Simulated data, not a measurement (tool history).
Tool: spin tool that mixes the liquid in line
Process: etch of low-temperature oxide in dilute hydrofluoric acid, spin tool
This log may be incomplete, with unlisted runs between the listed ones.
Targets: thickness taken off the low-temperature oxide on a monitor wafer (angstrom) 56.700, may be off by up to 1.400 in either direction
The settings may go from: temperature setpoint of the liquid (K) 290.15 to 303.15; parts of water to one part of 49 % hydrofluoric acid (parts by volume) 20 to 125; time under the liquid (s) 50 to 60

run	hour	temperature setpoint of the liquid (K)	parts of water to one part of 49 % hydrofluoric acid (parts by volume)	time under the liquid (s)	thickness taken off the low-temperature oxide on a monitor wafer (angstrom)
1	0.0	295.15	70	60	86.201
2	1.8	294.65	70	60	84.235
3	3.7	294.65	70	60	84.291
4	6.7	294.15	70	60	82.655
5	9.6	293.65	70	60	80.941
6	18.3	293.65	70	50	67.920
7	24.1	293.15	70	50	66.064
8	26.2	292.65	70	50	64.537
9	30.2	291.65	70	50	62.120
10	37.1	290.65	70	50	59.048
11	39.5	290.15	70	50	58.322
12	43.9	290.15	75	50	54.299

4 next moves are on the table. One of them brings every result within its allowed miss. Which?
A	48.3	292.15	90	55	?
B	48.3	293.15	80	50	?
C	48.3	290.15	80	50	?
D	48.3	290.15	80	60	?

move	thickness taken off the low-temperature oxide on a monitor wafer (angstrom)
A	52.945
B	57.093
C	50.311
D	60.373
A: misses by more than the last run did
B: all results land within tolerance of their targets
C: misses by more than the last run did
D: the result that was furthest off in the last run now lies on the other side of its target
Correct choice: B, which meets every target

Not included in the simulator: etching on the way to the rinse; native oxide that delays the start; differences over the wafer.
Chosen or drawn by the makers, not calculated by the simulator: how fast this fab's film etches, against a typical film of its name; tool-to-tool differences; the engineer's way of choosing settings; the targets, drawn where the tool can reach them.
